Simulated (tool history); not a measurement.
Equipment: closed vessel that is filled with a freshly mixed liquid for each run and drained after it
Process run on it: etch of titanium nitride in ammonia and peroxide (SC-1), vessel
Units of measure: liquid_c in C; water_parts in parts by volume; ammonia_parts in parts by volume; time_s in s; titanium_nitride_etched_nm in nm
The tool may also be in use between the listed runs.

run 1 day=0.000 | liquid_c=48.0 water_parts=16.5 ammonia_parts=0.5 time_s=1255 | titanium_nitride_etched_nm=61.535
run 2 day=0.342 | liquid_c=53.0 water_parts=16.5 ammonia_parts=0.5 time_s=1255 | titanium_nitride_etched_nm=89.490
run 3 day=0.546 | liquid_c=57.0 water_parts=16.5 ammonia_parts=0.5 time_s=1255 | titanium_nitride_etched_nm=114.220
run 4 day=0.708 | liquid_c=57.0 water_parts=16.5 ammonia_parts=0.6 time_s=1255 | titanium_nitride_etched_nm=117.940
run 5 day=1.067 | liquid_c=58.0 water_parts=16.5 ammonia_parts=0.6 time_s=1255 | titanium_nitride_etched_nm=127.650
run 6 day=1.171 | liquid_c=59.0 water_parts=16.5 ammonia_parts=0.6 time_s=1255 | titanium_nitride_etched_nm=136.040

Run 7 has not been measured yet. What should we expect?
run 7 day=1.250 | liquid_c=59.5 water_parts=16.5 ammonia_parts=0.6 time_s=1255 | titanium_nitride_etched_nm=?

titanium_nitride_etched_nm: 139.080 nm

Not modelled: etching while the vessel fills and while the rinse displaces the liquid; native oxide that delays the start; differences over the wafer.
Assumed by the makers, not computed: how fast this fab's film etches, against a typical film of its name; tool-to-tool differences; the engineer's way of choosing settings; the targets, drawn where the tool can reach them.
